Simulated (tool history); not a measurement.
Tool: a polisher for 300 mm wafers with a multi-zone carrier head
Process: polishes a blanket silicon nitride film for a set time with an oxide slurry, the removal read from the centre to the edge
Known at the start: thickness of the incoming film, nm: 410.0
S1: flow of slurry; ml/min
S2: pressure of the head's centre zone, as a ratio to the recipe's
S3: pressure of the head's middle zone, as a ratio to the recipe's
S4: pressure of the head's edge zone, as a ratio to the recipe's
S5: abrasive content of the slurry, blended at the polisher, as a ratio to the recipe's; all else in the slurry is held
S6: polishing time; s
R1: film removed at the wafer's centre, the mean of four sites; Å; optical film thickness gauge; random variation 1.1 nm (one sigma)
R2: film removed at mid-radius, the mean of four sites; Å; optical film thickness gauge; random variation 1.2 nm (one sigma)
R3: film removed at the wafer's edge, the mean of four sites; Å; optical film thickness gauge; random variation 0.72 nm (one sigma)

run,hour,S1,S2,S3,S4,S5,S6,R1,R2,R3
1,0.0,210,1.00,1.00,1.00,1.00,49,558.58,555.47,555.96
2,8.3,265,1.00,1.00,1.00,1.00,49,573.24,581.40,589.55
3,16.8,265,1.00,1.00,1.00,0.85,49,535.35,533.04,540.17
4,20.3,265,1.00,0.91,1.00,0.85,49,542.59,497.32,537.67
5,27.8,265,1.00,0.86,1.00,0.85,49,535.25,470.87,546.72
6,30.4,265,1.00,0.86,0.95,0.85,49,535.94,465.47,528.15
7,35.9,270,1.03,0.89,0.96,1.00,50,610.11,527.31,584.42
8,42.9,275,1.06,0.91,0.98,1.10,51,669.28,579.78,631.56
9,47.6,280,1.08,0.92,0.99,1.20,52,724.35,611.82,653.60

Forecast run 10:
10,53.8,280,1.08,0.92,0.99,1.20,52,?,?,?

R1: 726.00 Å
R2: 612.17 Å
R3: 676.33 Å

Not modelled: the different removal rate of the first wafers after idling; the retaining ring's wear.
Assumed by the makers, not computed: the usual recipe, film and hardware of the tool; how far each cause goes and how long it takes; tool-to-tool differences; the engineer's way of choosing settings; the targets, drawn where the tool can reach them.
